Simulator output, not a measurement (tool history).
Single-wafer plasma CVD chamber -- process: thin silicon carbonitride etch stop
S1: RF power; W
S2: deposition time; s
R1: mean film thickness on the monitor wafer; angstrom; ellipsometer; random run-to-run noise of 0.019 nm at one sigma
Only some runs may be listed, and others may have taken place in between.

{"run": 1, "hour": 0.0, "S1": 240, "S2": 7.88, "R1": 54.372}
{"run": 2, "hour": 3.3, "S1": 240, "S2": 7.12, "R1": 49.372}
{"run": 3, "hour": 10.1, "S1": 240, "S2": 6.15, "R1": 42.452}
{"run": 4, "hour": 15.9, "S1": 265, "S2": 6.15, "R1": 43.484}
{"run": 5, "hour": 21.4, "S1": 265, "S2": 7.2, "R1": 50.831}
{"run": 6, "hour": 25.5, "S1": 270, "S2": 7.38, "R1": 52.159}
{"run": 7, "hour": 30.0, "S1": 270, "S2": 7.56, "R1": 53.599}

What will run 8 give?
{"run": 8, "hour": 35.2, "S1": 275, "S2": 7.71, "R1": "?"}

{"run 8": {"R1": 54.936}}
